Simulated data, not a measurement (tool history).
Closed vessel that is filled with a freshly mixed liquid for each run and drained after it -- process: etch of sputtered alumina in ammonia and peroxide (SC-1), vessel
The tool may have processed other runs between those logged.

run	hour	temperature setpoint of the liquid (C)	parts of 29 % ammonia solution to one part of 30 % peroxide (parts by volume)	time in the liquid (s)	thickness taken off the sputtered alumina on a monitor wafer (Å)
1	0	61	0.55	110	124.29
2	6.9	61	0.55	120	135.94
3	14.1	61	0.45	120	133.63
4	15.5	64	0.45	120	155.14
5	23.8	64	0.25	120	148.01
6	32.6	69.5	0.25	120	193.43
7	36.3	69	0.25	120	187.76

What will run 8 give?
8	38.7	68.5	0.25	120	?

Logged for run 8: thickness taken off the sputtered alumina on a monitor wafer (Å) 182.99.
